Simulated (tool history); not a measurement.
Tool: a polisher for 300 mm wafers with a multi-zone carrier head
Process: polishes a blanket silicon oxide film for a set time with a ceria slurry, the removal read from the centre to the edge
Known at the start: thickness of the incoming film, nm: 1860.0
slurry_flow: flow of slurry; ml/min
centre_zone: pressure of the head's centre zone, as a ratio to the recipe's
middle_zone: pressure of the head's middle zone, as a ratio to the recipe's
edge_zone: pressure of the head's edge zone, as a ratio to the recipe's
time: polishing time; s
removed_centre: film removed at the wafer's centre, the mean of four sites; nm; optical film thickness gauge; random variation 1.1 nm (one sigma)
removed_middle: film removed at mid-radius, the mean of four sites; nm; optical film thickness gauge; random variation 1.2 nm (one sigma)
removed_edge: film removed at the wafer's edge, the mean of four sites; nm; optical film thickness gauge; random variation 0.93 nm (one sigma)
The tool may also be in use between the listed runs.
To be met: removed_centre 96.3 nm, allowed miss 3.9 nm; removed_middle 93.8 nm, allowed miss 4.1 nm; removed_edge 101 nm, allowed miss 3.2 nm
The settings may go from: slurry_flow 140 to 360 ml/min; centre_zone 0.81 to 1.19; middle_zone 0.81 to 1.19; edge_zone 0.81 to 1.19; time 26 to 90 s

run,hour,slurry_flow,centre_zone,middle_zone,edge_zone,time,removed_centre,removed_middle,removed_edge
1,0,230,1,1,1,58,166.69,169.75,170.23
2,7.7,225,0.99,0.98,0.98,54,154.34,156.72,156.31
3,16.5,190,0.99,0.98,0.98,54,151.38,148.62,151.46
4,25.1,185,0.97,0.96,0.97,51,140.39,138.65,144.13
5,32.6,140,0.97,0.96,0.97,51,131.89,136.42,139.43
6,35.5,140,0.96,0.95,0.96,48,122.96,124.72,129.54
7,36.3,150,0.89,0.87,0.86,37,89.144,90.085,97.794
8,44.7,155,0.9,0.87,0.86,37,92.029,91.83,99.227
9,47.6,160,0.9,0.87,0.86,37,90.896,90.559,99.446

Which of these 4 next moves meets every target?
A,50.5,230,0.9,0.85,0.83,37,?,?,?
B,50.5,185,0.96,0.91,0.81,36,?,?,?
C,50.5,140,0.85,0.9,0.88,38,?,?,?
D,50.5,160,0.81,0.86,0.83,38,?,?,?

move,removed_centre,removed_middle,removed_edge
A,95.435,95.26,101.88
B,96.004,95.534,96.385
C,86.374,96.153,101.73
D,84.308,94.453,101.19
A: meets every target
B: brings the result that was furthest off to its target, and leaves another outside
C: further off than the last run
D: further off than the last run
Move A is the one to make.
